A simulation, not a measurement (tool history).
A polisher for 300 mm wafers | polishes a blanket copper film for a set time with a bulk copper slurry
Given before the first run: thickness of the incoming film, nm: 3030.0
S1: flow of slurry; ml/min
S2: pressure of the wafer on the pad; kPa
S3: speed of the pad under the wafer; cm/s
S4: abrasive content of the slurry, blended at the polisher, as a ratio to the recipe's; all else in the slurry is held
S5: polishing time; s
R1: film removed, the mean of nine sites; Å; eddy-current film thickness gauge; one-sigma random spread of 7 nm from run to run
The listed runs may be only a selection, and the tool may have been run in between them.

{"run": 1, "day": 0.0, "S1": 275, "S2": 17.9, "S3": 136, "S4": 1, "S5": 96, "R1": 12232}
{"run": 2, "day": 0.046, "S1": 275, "S2": 17.2, "S3": 136, "S4": 1, "S5": 96, "R1": 11754}
{"run": 3, "day": 0.417, "S1": 275, "S2": 15.9, "S3": 136, "S4": 1, "S5": 96, "R1": 11231}
{"run": 4, "day": 0.596, "S1": 275, "S2": 15.2, "S3": 136, "S4": 1, "S5": 96, "R1": 10907}
{"run": 5, "day": 0.792, "S1": 275, "S2": 15.2, "S3": 164, "S4": 1, "S5": 96, "R1": 12875}
{"run": 6, "day": 1.083, "S1": 275, "S2": 14.5, "S3": 162, "S4": 1, "S5": 96, "R1": 12548}
{"run": 7, "day": 1.25, "S1": 275, "S2": 14.5, "S3": 162, "S4": 1, "S5": 96, "R1": 12348}
{"run": 8, "day": 1.312, "S1": 275, "S2": 13.8, "S3": 160, "S4": 1, "S5": 96, "R1": 11770}
{"run": 9, "day": 1.438, "S1": 275, "S2": 13.1, "S3": 158, "S4": 1, "S5": 96, "R1": 11387}

Estimate the outcome of run 10 from the log above:
{"run": 10, "day": 1.621, "S1": 275, "S2": 12.4, "S3": 156, "S4": 1, "S5": 96, "R1": "?"}

{"run 10": {"R1": 10981}}
